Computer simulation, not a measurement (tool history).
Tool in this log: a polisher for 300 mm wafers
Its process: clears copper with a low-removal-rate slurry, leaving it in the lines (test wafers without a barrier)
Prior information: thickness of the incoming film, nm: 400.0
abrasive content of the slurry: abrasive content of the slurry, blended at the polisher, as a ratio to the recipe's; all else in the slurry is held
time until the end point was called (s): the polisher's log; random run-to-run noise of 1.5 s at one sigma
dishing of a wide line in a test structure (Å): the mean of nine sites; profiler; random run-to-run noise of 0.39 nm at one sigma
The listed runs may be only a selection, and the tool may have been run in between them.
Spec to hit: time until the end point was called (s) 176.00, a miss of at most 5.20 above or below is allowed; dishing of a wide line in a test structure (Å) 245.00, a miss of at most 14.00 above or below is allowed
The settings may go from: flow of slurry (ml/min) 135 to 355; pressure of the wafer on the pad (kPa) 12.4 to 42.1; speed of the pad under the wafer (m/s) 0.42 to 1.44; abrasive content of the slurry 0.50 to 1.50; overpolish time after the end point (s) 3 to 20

run	day	flow of slurry (ml/min)	pressure of the wafer on the pad (kPa)	speed of the pad under the wafer (m/s)	abrasive content of the slurry	overpolish time after the end point (s)	time until the end point was called (s)	dishing of a wide line in a test structure (Å)
1	0.000	225	26.9	0.92	1.00	10	129.81	242.10
2	0.233	220	25.5	0.92	1.00	11	136.08	243.42
3	0.271	215	24.1	0.92	1.00	12	142.57	254.00
4	0.571	215	24.1	0.92	1.10	12	137.05	262.03
5	0.650	215	22.8	0.92	1.10	12	147.65	249.07
6	0.688	215	22.8	0.92	1.20	12	145.79	251.65
7	0.838	195	17.2	0.92	1.20	14	189.18	227.83
8	0.892	205	17.2	0.92	1.20	14	190.62	230.71
9	0.942	210	17.9	0.92	1.20	14	182.17	235.21

Of the 5 settings listed for the next run, only one would bring every result within its allowed miss of target. Which one?
A	0.992	255	19.3	0.76	1.45	15	?	?
B	0.992	230	15.9	0.98	1.25	16	?	?
C	0.992	205	17.2	1.00	1.25	12	?	?
D	0.992	310	18.6	0.94	0.95	14	?	?
E	0.992	195	17.2	0.92	1.20	13	?	?

move	time until the end point was called (s)	dishing of a wide line in a test structure (Å)
A	188.07	248.59
B	188.09	261.96
C	172.88	218.42
D	174.87	249.20
E	189.39	216.21
A: the biggest miss grows against the last run
B: the biggest miss grows against the last run
C: gets the furthest-off result to its target, but another result is out of tolerance
D: hits every target within its allowed miss
E: the biggest miss grows against the last run
Go with D: it meets all targets.

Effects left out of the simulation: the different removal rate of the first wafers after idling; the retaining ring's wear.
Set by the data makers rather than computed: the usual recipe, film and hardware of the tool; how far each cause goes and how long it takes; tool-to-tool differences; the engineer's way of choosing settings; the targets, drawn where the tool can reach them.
